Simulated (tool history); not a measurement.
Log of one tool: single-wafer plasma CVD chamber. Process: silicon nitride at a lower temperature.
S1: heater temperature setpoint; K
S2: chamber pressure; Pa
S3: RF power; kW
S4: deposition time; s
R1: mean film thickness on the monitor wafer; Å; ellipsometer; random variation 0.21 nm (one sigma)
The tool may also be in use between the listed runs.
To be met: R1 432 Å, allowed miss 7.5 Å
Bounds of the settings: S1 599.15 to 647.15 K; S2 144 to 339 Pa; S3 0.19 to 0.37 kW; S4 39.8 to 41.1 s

{"run": 1, "day": 0.0, "S1": 623.15, "S2": 241, "S3": 0.28, "S4": 39.8, "R1": 468.38}
{"run": 2, "day": 0.188, "S1": 623.15, "S2": 227, "S3": 0.28, "S4": 39.8, "R1": 464.68}
{"run": 3, "day": 0.438, "S1": 623.15, "S2": 268, "S3": 0.28, "S4": 39.8, "R1": 481.44}
{"run": 4, "day": 0.708, "S1": 623.15, "S2": 247, "S3": 0.275, "S4": 39.8, "R1": 460.49}
{"run": 5, "day": 0.925, "S1": 623.15, "S2": 212, "S3": 0.275, "S4": 39.8, "R1": 450.49}
{"run": 6, "day": 1.233, "S1": 632.15, "S2": 212, "S3": 0.275, "S4": 39.8, "R1": 444.42}
{"run": 7, "day": 1.55, "S1": 632.15, "S2": 207, "S3": 0.275, "S4": 39.8, "R1": 445.14}
{"run": 8, "day": 1.833, "S1": 632.15, "S2": 200, "S3": 0.275, "S4": 39.8, "R1": 440.15}

4 next moves are on the table. One of them brings every result within its allowed miss. Which?
{"run": "A", "day": 2.117, "S1": 627.15, "S2": 187, "S3": 0.28, "S4": 41.1, "R1": "?"}
{"run": "B", "day": 2.117, "S1": 624.15, "S2": 235, "S3": 0.265, "S4": 40.8, "R1": "?"}
{"run": "C", "day": 2.117, "S1": 627.15, "S2": 188, "S3": 0.27, "S4": 40.1, "R1": "?"}
{"run": "D", "day": 2.117, "S1": 634.15, "S2": 196, "S3": 0.275, "S4": 41.1, "R1": "?"}

move=A R1=456.14
move=B R1=459.46
move=C R1=434.28
move=D R1=454.18
A: further off than the last run
B: further off than the last run
C: meets every target
D: further off than the last run
The right move is C.
